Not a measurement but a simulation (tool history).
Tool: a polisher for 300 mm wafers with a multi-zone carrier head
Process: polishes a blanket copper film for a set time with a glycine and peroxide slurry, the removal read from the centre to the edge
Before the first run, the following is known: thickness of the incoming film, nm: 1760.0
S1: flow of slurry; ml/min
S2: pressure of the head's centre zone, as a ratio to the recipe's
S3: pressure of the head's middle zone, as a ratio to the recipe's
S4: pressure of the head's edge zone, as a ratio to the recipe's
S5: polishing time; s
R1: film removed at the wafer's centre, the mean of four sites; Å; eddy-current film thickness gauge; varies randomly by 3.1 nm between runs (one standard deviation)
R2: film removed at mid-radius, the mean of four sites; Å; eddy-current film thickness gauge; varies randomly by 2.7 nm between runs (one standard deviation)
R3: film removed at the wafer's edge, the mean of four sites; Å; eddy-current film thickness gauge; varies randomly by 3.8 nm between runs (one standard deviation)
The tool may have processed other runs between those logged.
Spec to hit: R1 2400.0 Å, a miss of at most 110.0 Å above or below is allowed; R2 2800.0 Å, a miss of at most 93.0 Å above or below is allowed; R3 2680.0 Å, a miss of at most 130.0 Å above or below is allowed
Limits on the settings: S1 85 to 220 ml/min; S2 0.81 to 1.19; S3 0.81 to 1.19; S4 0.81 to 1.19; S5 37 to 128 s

run 1 hour=0.0 | S1=140 S2=1.00 S3=1.00 S4=1.00 S5=82 | R1=3664.8 R2=3522.8 R3=3519.2
run 2 hour=2.3 | S1=135 S2=0.97 S3=1.00 S4=0.98 S5=79 | R1=3355.7 R2=3411.0 R3=3427.5
run 3 hour=9.0 | S1=135 S2=0.97 S3=1.00 S4=0.90 S5=79 | R1=3337.3 R2=3445.1 R3=3294.7
run 4 hour=15.0 | S1=130 S2=0.95 S3=1.00 S4=0.89 S5=76 | R1=3138.2 R2=3282.6 R3=3113.5
run 5 hour=17.5 | S1=125 S2=0.93 S3=1.00 S4=0.88 S5=74 | R1=2987.4 R2=3143.8 R3=3022.8
run 6 hour=25.3 | S1=125 S2=0.87 S3=1.00 S4=0.88 S5=74 | R1=2886.7 R2=3119.0 R3=2983.4
run 7 hour=33.5 | S1=120 S2=0.86 S3=1.01 S4=0.89 S5=73 | R1=2705.7 R2=3123.0 R3=2891.1
run 8 hour=35.9 | S1=90 S2=0.83 S3=0.96 S4=0.87 S5=69 | R1=2292.6 R2=2566.8 R3=2594.8
run 9 hour=41.9 | S1=95 S2=0.83 S3=0.97 S4=0.87 S5=69 | R1=2424.2 R2=2649.4 R3=2653.7
run 10 hour=43.3 | S1=95 S2=0.83 S3=0.98 S4=0.88 S5=69 | R1=2360.7 R2=2690.4 R3=2685.4
run 11 hour=49.1 | S1=95 S2=0.83 S3=0.98 S4=0.88 S5=69 | R1=2306.9 R2=2624.2 R3=2574.7

Next run, 5 choices. One meets every target within its allowed miss, the rest don't. Which?
run A hour=54.9 | S1=85 S2=0.82 S3=1.04 S4=0.82 S5=67 | R1=? R2=? R3=?
run B hour=54.9 | S1=95 S2=0.83 S3=1.00 S4=0.86 S5=71 | R1=? R2=? R3=?
run C hour=54.9 | S1=125 S2=0.94 S3=1.03 S4=0.81 S5=66 | R1=? R2=? R3=?
run D hour=54.9 | S1=110 S2=0.81 S3=0.92 S4=0.84 S5=61 | R1=? R2=? R3=?
run E hour=54.9 | S1=95 S2=0.81 S3=0.92 S4=1.01 S5=66 | R1=? R2=? R3=?

move=A R1=2185.8 R2=2619.9 R3=2382.6
move=B R1=2442.8 R2=2794.1 R3=2647.3
move=C R1=2699.2 R2=2877.1 R3=2527.2
move=D R1=2174.1 R2=2344.1 R3=2322.2
move=E R1=2233.9 R2=2424.9 R3=2655.5
A: the biggest miss grows against the last run
B: in spec on every target
C: gets the furthest-off result to its target, but another result is out of tolerance
D: the biggest miss grows against the last run
E: the biggest miss grows against the last run
B meets every target.

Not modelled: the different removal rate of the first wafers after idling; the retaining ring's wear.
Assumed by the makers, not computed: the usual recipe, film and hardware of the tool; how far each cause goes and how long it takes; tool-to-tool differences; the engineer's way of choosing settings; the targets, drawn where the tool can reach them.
